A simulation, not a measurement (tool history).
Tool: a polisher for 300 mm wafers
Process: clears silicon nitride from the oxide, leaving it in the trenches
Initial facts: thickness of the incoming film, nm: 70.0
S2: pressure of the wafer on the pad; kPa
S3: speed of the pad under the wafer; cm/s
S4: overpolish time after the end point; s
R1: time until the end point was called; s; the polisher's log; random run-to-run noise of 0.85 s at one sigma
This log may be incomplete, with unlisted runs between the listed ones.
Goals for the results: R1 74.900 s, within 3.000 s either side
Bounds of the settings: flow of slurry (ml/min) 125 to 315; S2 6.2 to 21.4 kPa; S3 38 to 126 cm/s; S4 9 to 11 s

run 1 hour=0.0 | flow_of_slurry_(ml/min)=205 S2=13.8 S3=82 S4=11 | R1=103.860
run 2 hour=1.8 | flow_of_slurry_(ml/min)=240 S2=13.8 S3=82 S4=11 | R1=103.370
run 3 hour=9.7 | flow_of_slurry_(ml/min)=240 S2=14.5 S3=82 S4=11 | R1=97.209
run 4 hour=15.1 | flow_of_slurry_(ml/min)=240 S2=14.5 S3=82 S4=11 | R1=97.777
run 5 hour=15.8 | flow_of_slurry_(ml/min)=240 S2=15.9 S3=82 S4=11 | R1=92.727
run 6 hour=21.5 | flow_of_slurry_(ml/min)=220 S2=15.9 S3=82 S4=11 | R1=91.845
run 7 hour=22.2 | flow_of_slurry_(ml/min)=220 S2=17.9 S3=82 S4=11 | R1=82.572
run 8 hour=30.7 | flow_of_slurry_(ml/min)=220 S2=18.6 S3=82 S4=11 | R1=81.704

Of the 4 settings listed for the next run, only one would bring every result within its allowed miss of target. Which one?
run A hour=39.2 | flow_of_slurry_(ml/min)=185 S2=19.3 S3=102 S4=11 | R1=?
run B hour=39.2 | flow_of_slurry_(ml/min)=230 S2=20.7 S3=80 S4=11 | R1=?
run C hour=39.2 | flow_of_slurry_(ml/min)=190 S2=21.4 S3=86 S4=11 | R1=?
run D hour=39.2 | flow_of_slurry_(ml/min)=220 S2=19.3 S3=94 S4=11 | R1=?

move=A R1=65.138
move=B R1=73.159
move=C R1=68.348
move=D R1=68.426
A: moves the result that the last run missed by most past its target, out the other side
B: every result lands within tolerance
C: moves the result that the last run missed by most past its target, out the other side
D: moves the result that the last run missed by most past its target, out the other side
The right move is B.
